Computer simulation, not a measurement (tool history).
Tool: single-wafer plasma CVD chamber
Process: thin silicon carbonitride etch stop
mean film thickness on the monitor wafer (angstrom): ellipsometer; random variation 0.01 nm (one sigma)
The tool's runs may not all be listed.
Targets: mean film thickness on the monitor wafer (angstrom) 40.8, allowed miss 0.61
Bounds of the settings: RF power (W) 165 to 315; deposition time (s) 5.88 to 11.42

run	hour	RF power (W)	deposition time (s)	mean film thickness on the monitor wafer (angstrom)
1	0	240	8.65	54.491
2	5	240	9.38	59.104
3	6.4	240	9.99	62.865
4	11.6	240	9.22	58.132
5	20.2	255	9.22	59.348
6	21.4	235	8.57	53.727
7	24.8	220	8.09	49.448
8	28.5	180	6.88	39.145
9	34.4	185	6.89	39.908

Which of these 4 next moves meets every target?
A	40.3	195	6.77	?
B	40.3	175	6.74	?
C	40.3	205	6.57	?
D	40.3	170	7.27	?

move	mean film thickness on the monitor wafer (angstrom)
A	39.744
B	38.156
C	39.217
D	40.755
A: further off than the last run
B: further off than the last run
C: further off than the last run
D: meets every target
Move D is the one to make.
